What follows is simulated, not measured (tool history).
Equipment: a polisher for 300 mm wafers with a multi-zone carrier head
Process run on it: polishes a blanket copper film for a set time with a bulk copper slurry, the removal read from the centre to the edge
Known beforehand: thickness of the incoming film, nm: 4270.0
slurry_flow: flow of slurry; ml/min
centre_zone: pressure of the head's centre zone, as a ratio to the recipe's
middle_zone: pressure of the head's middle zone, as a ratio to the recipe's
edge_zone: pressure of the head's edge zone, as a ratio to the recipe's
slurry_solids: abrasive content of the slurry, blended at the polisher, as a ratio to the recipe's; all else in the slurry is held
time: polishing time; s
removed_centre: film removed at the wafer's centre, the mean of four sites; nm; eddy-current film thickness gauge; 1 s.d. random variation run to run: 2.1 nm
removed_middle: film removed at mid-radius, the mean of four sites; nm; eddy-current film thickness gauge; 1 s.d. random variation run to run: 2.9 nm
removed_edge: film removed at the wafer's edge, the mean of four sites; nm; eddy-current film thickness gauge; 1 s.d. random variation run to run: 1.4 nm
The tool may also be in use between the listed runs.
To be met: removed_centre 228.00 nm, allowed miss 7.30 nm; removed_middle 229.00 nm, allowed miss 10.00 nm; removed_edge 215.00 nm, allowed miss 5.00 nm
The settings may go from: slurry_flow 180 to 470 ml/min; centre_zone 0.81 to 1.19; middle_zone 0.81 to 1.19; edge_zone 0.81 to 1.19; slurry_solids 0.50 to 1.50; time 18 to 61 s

run  hour  slurry_flow  centre_zone  middle_zone  edge_zone  slurry_solids  time  removed_centre  removed_middle  removed_edge
  1   0.0          300         1.00         1.00       1.00           1.00    39          411.31          431.71        418.80
  2   3.1          300         1.00         0.92       1.00           1.00    39          412.83          394.52        412.70
  3   7.3          300         0.99         0.93       0.95           0.85    34          354.73          347.91        348.53
  4  10.6          300         0.99         1.01       0.95           0.85    34          353.30          368.53        348.01
  5  17.4          300         0.99         1.01       0.95           0.65    34          343.74          355.67        338.17
  6  25.5          300         0.99         0.96       0.95           0.65    34          349.49          341.11        335.17
  7  31.0          295         0.97         0.95       0.92           0.60    30          295.62          294.71        292.29
  8  33.6          305         1.00         0.98       0.82           0.50    19          189.18          188.22        171.60
  9  34.9          310         1.01         1.00       0.87           0.55    19          190.15          199.72        179.46
 10  40.5          355         1.11         0.99       0.97           0.80    20          234.07          216.68        205.44
 11  46.1          355         1.09         1.00       0.98           0.80    20          231.82          218.31        211.94
 12  50.4          355         1.08         1.01       0.98           0.80    20          229.28          219.28        206.69
 13  51.1          355         1.07         1.02       0.99           0.80    20          227.25          220.76        209.99
 14  57.4          355         1.07         1.02       0.99           0.80    20          225.51          222.06        208.84

Next run, 5 choices. One meets every target within its allowed miss, the rest don't. Which?
  A  63.7          430         1.05         1.06       0.93           0.50    21               ?               ?             ?
  B  63.7          425         1.02         1.07       1.06           0.75    20               ?               ?             ?
  C  63.7          345         1.11         0.99       1.03           0.85    21               ?               ?             ?
  D  63.7          375         1.11         0.96       0.98           0.95    19               ?               ?             ?
  E  63.7          410         1.07         1.05       1.04           0.80    20               ?               ?             ?

move  removed_centre  removed_middle  removed_edge
   A          222.89          230.71        204.41
   B          214.75          230.68        215.17
   C          244.42          226.20        223.56
   D          225.98          203.70        201.70
   E          226.33          228.06        214.49
A: the biggest miss grows against the last run
B: puts the biggest miss on target and leaves a different result outside tolerance
C: moves the result that the last run missed by most past its target, out the other side
D: the biggest miss grows against the last run
E: in spec on every target
Go with E: it meets all targets.
